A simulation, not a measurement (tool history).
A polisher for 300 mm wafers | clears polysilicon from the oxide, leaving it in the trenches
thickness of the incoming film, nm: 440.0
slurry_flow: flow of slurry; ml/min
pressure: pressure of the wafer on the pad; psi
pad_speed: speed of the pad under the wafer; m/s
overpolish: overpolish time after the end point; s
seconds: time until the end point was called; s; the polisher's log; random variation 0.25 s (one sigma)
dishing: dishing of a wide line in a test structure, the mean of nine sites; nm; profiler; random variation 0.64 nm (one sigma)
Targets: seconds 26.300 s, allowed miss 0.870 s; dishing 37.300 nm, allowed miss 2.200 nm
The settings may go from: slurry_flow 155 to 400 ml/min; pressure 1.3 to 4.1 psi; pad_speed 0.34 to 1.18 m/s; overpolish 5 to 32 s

run	hour	slurry_flow	pressure	pad_speed	overpolish	seconds	dishing
1	0.0	255	2.7	0.76	16	43.217	43.960
2	3.2	255	2.7	0.76	10	43.089	40.083
3	4.4	255	2.7	0.76	14	42.402	42.208
4	10.0	255	2.7	0.86	14	38.062	44.592
5	11.5	255	3.2	0.86	14	32.274	44.890
6	15.3	255	2.9	0.86	14	35.804	44.711
7	23.7	285	3.3	0.82	11	32.011	44.586
8	27.5	245	3.6	0.82	9	30.187	41.919
9	29.6	215	3.8	0.84	8	28.212	43.138
10	30.2	265	3.9	0.80	7	27.935	40.900
11	32.9	265	3.9	0.80	7	28.010	40.396
12	39.6	300	3.9	0.78	6	28.509	39.817
13	48.4	300	3.9	0.78	6	28.474	38.540
14	50.3	305	4.1	0.78	5	27.261	36.267

4 next moves are on the table. One of them brings every result within its allowed miss. Which?
A	52.2	395	4.1	0.84	5	?	?
B	52.2	275	4.1	0.88	7	?	?
C	52.2	340	4.1	0.86	5	?	?
D	52.2	400	3.8	0.86	5	?	?

move	seconds	dishing
A	25.206	37.912
B	24.741	42.164
C	24.899	38.084
D	26.515	37.184
A: takes the result that was furthest off past its target
B: takes the result that was furthest off past its target
C: takes the result that was furthest off past its target
D: meets every target
Move D is the one to make.
